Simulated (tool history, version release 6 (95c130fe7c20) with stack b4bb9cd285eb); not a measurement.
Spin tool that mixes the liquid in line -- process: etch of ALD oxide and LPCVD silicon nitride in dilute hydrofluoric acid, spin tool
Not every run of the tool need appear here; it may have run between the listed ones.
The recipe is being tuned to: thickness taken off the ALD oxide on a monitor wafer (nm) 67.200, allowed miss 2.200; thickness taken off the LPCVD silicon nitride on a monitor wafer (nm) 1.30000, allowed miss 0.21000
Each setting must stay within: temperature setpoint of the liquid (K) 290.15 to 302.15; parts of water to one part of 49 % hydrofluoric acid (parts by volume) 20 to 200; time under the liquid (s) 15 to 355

run,hour,temperature setpoint of the liquid (K),parts of water to one part of 49 % hydrofluoric acid (parts by volume),time under the liquid (s),thickness taken off the ALD oxide on a monitor wafer (nm),thickness taken off the LPCVD silicon nitride on a monitor wafer (nm)
1,0.0,294.15,110,180,44.751,0.74915
2,2.1,292.65,110,180,41.674,0.64533
3,4.6,290.15,110,180,37.983,0.62385
4,7.1,292.15,110,180,41.083,0.62468
5,9.2,294.15,110,180,44.846,0.75198
6,14.9,294.15,85,180,59.691,0.90180
7,17.8,295.15,85,180,62.555,1.02190
8,21.6,295.65,85,180,62.702,1.01820

Which of these 5 next moves meets every target?
A,25.4,291.65,60,150,?,?
B,25.4,299.15,130,225,?,?
C,25.4,290.65,60,140,?,?
D,25.4,292.65,70,145,?,?
E,25.4,299.65,105,205,?,?

move,thickness taken off the ALD oxide on a monitor wafer (nm),thickness taken off the LPCVD silicon nitride on a monitor wafer (nm)
A,64.497,0.92790
B,55.624,1.07720
C,57.671,0.80729
D,55.117,0.82765
E,66.008,1.25360
A: gains on the last run, yet a result remains outside its allowed miss
B: misses by more than the last run did
C: misses by more than the last run did
D: misses by more than the last run did
E: every result lands within tolerance
Correct choice: E, which meets every target

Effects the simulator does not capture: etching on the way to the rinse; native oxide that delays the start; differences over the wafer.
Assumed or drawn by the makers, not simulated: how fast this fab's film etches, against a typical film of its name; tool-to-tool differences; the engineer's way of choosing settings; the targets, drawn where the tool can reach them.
